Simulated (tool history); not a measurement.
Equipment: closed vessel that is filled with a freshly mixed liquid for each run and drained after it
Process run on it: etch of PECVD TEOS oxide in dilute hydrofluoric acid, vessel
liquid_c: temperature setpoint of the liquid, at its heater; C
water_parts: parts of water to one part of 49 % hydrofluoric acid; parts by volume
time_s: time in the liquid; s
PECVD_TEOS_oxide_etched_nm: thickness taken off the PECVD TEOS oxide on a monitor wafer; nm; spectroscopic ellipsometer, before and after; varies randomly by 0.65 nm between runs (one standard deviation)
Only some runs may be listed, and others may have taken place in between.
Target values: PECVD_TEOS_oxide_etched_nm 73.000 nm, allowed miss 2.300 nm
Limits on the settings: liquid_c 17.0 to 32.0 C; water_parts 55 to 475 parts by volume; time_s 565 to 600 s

run,hour,liquid_c,water_parts,time_s,PECVD_TEOS_oxide_etched_nm
1,0.0,24.0,265,565,21.675
2,1.0,24.5,245,565,24.365
3,3.9,25.0,225,565,27.786
4,5.3,25.0,225,565,28.135
5,14.5,25.5,210,565,30.830
6,20.2,25.5,170,565,38.908
7,26.3,29.5,75,565,118.610
8,33.4,29.0,75,565,113.650
9,38.0,28.5,75,565,111.260
10,38.9,28.0,75,565,108.860
11,40.3,27.5,75,565,109.470
12,41.8,27.5,75,565,109.040
13,50.6,26.5,75,565,103.240
14,58.7,25.5,75,565,101.490
15,66.2,25.0,75,565,97.800
16,68.5,24.5,75,565,96.902
17,72.8,24.0,75,565,94.581
18,78.9,23.5,75,565,93.172
19,83.9,23.0,75,565,89.775
20,85.5,22.5,75,565,88.122
21,93.3,22.0,75,565,87.077

Which one of the following 5 next-run settings gets every result inside its allowed miss? There is exactly one.
A,101.1,18.5,80,580,?
B,101.1,22.5,100,580,?
C,101.1,22.0,85,600,?
D,101.1,22.5,65,565,?
E,101.1,20.5,80,580,?

move,PECVD_TEOS_oxide_etched_nm
A,71.927
B,66.300
C,80.500
D,103.690
E,78.198
A: all results in spec
B: the result that was furthest off in the last run now lies on the other side of its target
C: moves toward the targets from the last run without getting all of them in spec
D: lands further from the targets than the last run did
E: moves toward the targets from the last run without getting all of them in spec
Answer: A
